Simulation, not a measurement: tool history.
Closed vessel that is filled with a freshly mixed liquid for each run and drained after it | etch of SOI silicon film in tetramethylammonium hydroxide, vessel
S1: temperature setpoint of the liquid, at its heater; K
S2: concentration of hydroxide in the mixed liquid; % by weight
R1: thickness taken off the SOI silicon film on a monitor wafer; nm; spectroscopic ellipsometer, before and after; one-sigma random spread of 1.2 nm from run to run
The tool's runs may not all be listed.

{"run": 1, "hour": 0.0, "S1": 346.15, "S2": 15.5, "time in the liquid (s)": 105, "R1": 658.51}
{"run": 2, "hour": 1.2, "S1": 344.15, "S2": 15.5, "time in the liquid (s)": 105, "R1": 584.42}
{"run": 3, "hour": 5.8, "S1": 342.65, "S2": 15.5, "time in the liquid (s)": 105, "R1": 537.02}
{"run": 4, "hour": 11.6, "S1": 341.65, "S2": 15.5, "time in the liquid (s)": 105, "R1": 502.43}
{"run": 5, "hour": 13.6, "S1": 341.65, "S2": 15.5, "time in the liquid (s)": 115, "R1": 552.5}
{"run": 6, "hour": 16.6, "S1": 340.65, "S2": 15.5, "time in the liquid (s)": 115, "R1": 520.81}
{"run": 7, "hour": 22.3, "S1": 339.65, "S2": 15.5, "time in the liquid (s)": 115, "R1": 492.81}
{"run": 8, "hour": 23.5, "S1": 338.65, "S2": 15.5, "time in the liquid (s)": 115, "R1": 464.84}
{"run": 9, "hour": 26.3, "S1": 338.15, "S2": 15.5, "time in the liquid (s)": 115, "R1": 451.32}
{"run": 10, "hour": 33.6, "S1": 337.65, "S2": 15.5, "time in the liquid (s)": 115, "R1": 437.65}
{"run": 11, "hour": 38.6, "S1": 337.15, "S2": 15.5, "time in the liquid (s)": 115, "R1": 424.28}

Estimate the outcome of run 12 from the log above:
{"run": 12, "hour": 42.8, "S1": 336.65, "S2": 15.5, "time in the liquid (s)": 115, "R1": "?"}

{"run 12": {"R1": 410.51}}
